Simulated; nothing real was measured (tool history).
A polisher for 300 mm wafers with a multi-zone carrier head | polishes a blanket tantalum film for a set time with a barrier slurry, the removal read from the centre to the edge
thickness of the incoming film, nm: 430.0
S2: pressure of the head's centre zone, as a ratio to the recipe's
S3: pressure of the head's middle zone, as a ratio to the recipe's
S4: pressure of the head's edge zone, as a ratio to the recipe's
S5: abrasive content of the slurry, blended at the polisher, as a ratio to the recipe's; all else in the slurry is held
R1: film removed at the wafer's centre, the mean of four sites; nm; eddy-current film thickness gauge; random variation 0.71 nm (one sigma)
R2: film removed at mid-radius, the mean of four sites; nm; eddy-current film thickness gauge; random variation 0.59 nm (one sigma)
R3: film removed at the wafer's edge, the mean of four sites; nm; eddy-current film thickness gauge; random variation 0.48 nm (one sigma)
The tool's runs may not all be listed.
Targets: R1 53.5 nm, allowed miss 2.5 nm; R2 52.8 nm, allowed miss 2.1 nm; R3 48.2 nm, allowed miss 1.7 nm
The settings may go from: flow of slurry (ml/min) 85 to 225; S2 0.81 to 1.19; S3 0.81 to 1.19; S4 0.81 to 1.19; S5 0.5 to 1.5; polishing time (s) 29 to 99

Run 1, hour 0: flow of slurry (ml/min) 145, S2 1, S3 1, S4 1, S5 1, polishing time (s) 64. Result: R1 87.572 nm, R2 87.64 nm, R3 89.39 nm.
Run 2, hour 1.1: flow of slurry (ml/min) 145, S2 0.96, S3 1, S4 1, S5 1, polishing time (s) 64. Result: R1 84.381 nm, R2 85.771 nm, R3 89.527 nm.
Run 3, hour 3.3: flow of slurry (ml/min) 145, S2 0.96, S3 1.06, S4 1, S5 1, polishing time (s) 64. Result: R1 84.706 nm, R2 89.699 nm, R3 86.942 nm.
Run 4, hour 9.6: flow of slurry (ml/min) 140, S2 0.98, S3 1.06, S4 0.97, S5 0.9, polishing time (s) 58. Result: R1 74.774 nm, R2 79.664 nm, R3 75.361 nm.
Run 5, hour 14.4: flow of slurry (ml/min) 140, S2 0.98, S3 0.98, S4 0.97, S5 0.9, polishing time (s) 58. Result: R1 74.814 nm, R2 73.688 nm, R3 76.103 nm.
Run 6, hour 15.9: flow of slurry (ml/min) 135, S2 0.99, S3 0.99, S4 0.94, S5 0.8, polishing time (s) 55. Result: R1 65.518 nm, R2 67.233 nm, R3 66.596 nm.
Run 7, hour 19.3: flow of slurry (ml/min) 135, S2 1.02, S3 0.98, S4 0.91, S5 0.75, polishing time (s) 54. Result: R1 66.745 nm, R2 64.066 nm, R3 62.187 nm.
Run 8, hour 20.1: flow of slurry (ml/min) 110, S2 0.97, S3 0.99, S4 0.81, S5 0.5, polishing time (s) 47. Result: R1 40.25 nm, R2 42.796 nm, R3 40.705 nm.
Run 9, hour 24: flow of slurry (ml/min) 130, S2 0.98, S3 0.99, S4 0.82, S5 0.5, polishing time (s) 47. Result: R1 45.271 nm, R2 44.156 nm, R3 43.008 nm.
Run 10, hour 28.6: flow of slurry (ml/min) 140, S2 0.98, S3 1.02, S4 0.83, S5 0.5, polishing time (s) 47. Result: R1 45.41 nm, R2 46.51 nm, R3 42.944 nm.
Run 11, hour 31.4: flow of slurry (ml/min) 150, S2 0.98, S3 1.03, S4 0.85, S5 0.5, polishing time (s) 47. Result: R1 46.093 nm, R2 46.138 nm, R3 43.896 nm.
Run 12, hour 32.7: flow of slurry (ml/min) 155, S2 0.99, S3 1.05, S4 0.87, S5 0.5, polishing time (s) 47. Result: R1 47.547 nm, R2 46.905 nm, R3 45.019 nm.
Run 13, hour 38.2: flow of slurry (ml/min) 160, S2 1, S3 1.07, S4 0.88, S5 0.5, polishing time (s) 47. Result: R1 46.693 nm, R2 49.326 nm, R3 44.006 nm.
Run 14, hour 42.6: flow of slurry (ml/min) 165, S2 1.01, S3 1.07, S4 0.89, S5 0.5, polishing time (s) 47. Result: R1 46.736 nm, R2 49.763 nm, R3 44.78 nm.
Run 15, hour 46.2: flow of slurry (ml/min) 200, S2 1.11, S3 1.06, S4 0.91, S5 0.55, polishing time (s) 47. Result: R1 57.986 nm, R2 53.871 nm, R3 49.584 nm.
Run 16, hour 52.8: flow of slurry (ml/min) 195, S2 1.1, S3 1.06, S4 0.91, S5 0.55, polishing time (s) 47. Result: R1 57.25 nm, R2 54.355 nm, R3 49.399 nm.
Run 17, hour 59: flow of slurry (ml/min) 190, S2 1.09, S3 1.06, S4 0.91, S5 0.55, polishing time (s) 47. Result: R1 55.533 nm, R2 52.991 nm, R3 49.633 nm.

Which of these 5 next moves meets every target?
Run A, hour 65.2: flow of slurry (ml/min) 190, S2 1.19, S3 1.1, S4 0.88, S5 0.55, polishing time (s) 44. Result: R1 ?, R2 ?, R3 ?.
Run B, hour 65.2: flow of slurry (ml/min) 210, S2 1.04, S3 0.98, S4 0.96, S5 0.5, polishing time (s) 51. Result: R1 ?, R2 ?, R3 ?.
Run C, hour 65.2: flow of slurry (ml/min) 150, S2 1.08, S3 1.1, S4 0.93, S5 0.6, polishing time (s) 45. Result: R1 ?, R2 ?, R3 ?.
Run D, hour 65.2: flow of slurry (ml/min) 210, S2 1.08, S3 1.05, S4 1.04, S5 0.5, polishing time (s) 49. Result: R1 ?, R2 ?, R3 ?.
Run E, hour 65.2: flow of slurry (ml/min) 140, S2 0.98, S3 1.01, S4 0.97, S5 0.5, polishing time (s) 53. Result: R1 ?, R2 ?, R3 ?.

move      R1      R2      R3
   A  59.512  50.443    45.7
   B  57.471  50.565  51.866
   C  55.385   52.07  48.576
   D  57.385  51.488  51.206
   E  51.809   50.11  51.249
A: takes the result that was furthest off past its target
B: further off than the last run
C: meets every target
D: further off than the last run
E: further off than the last run
Answer: C
